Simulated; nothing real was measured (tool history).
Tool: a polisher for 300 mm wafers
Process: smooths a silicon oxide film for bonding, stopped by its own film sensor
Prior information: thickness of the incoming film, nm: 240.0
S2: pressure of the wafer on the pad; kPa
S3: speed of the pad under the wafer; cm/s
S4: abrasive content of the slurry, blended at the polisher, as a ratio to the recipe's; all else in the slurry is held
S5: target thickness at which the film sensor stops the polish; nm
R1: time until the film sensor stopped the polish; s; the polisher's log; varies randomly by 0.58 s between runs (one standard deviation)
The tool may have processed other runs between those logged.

Run 1, hour 0.0: flow of slurry (ml/min) 305, S2 15.2 kPa, S3 86 cm/s, S4 1.0, S5 208 nm. Result: R1 49.977 s.
Run 2, hour 3.2: flow of slurry (ml/min) 305, S2 14.5 kPa, S3 86 cm/s, S4 1.0, S5 208 nm. Result: R1 52.350 s.
Run 3, hour 5.2: flow of slurry (ml/min) 305, S2 14.5 kPa, S3 86 cm/s, S4 0.9, S5 208 nm. Result: R1 54.830 s.
Run 4, hour 6.1: flow of slurry (ml/min) 305, S2 13.8 kPa, S3 86 cm/s, S4 0.9, S5 208 nm. Result: R1 57.597 s.
Run 5, hour 14.5: flow of slurry (ml/min) 305, S2 13.8 kPa, S3 86 cm/s, S4 0.7, S5 208 nm. Result: R1 62.243 s.
At hour 15.8: slurry blender recalibrated.
Run 6, hour 15.8: flow of slurry (ml/min) 305, S2 13.8 kPa, S3 86 cm/s, S4 0.9, S5 208 nm. Result: R1 53.307 s.
Run 7, hour 23.7: flow of slurry (ml/min) 305, S2 13.1 kPa, S3 84 cm/s, S4 0.9, S5 208 nm. Result: R1 56.147 s.
Run 8, hour 28.8: flow of slurry (ml/min) 305, S2 12.4 kPa, S3 82 cm/s, S4 0.9, S5 208 nm. Result: R1 60.200 s.
Run 9, hour 37.8: flow of slurry (ml/min) 305, S2 11.7 kPa, S3 82 cm/s, S4 0.9, S5 208 nm. Result: R1 62.711 s.

Forecast run 10:
Run 10, hour 41.6: flow of slurry (ml/min) 305, S2 11.0 kPa, S3 82 cm/s, S4 0.9, S5 208 nm. Result: R1 ?.

{"run 10": {"R1": 66.171}}
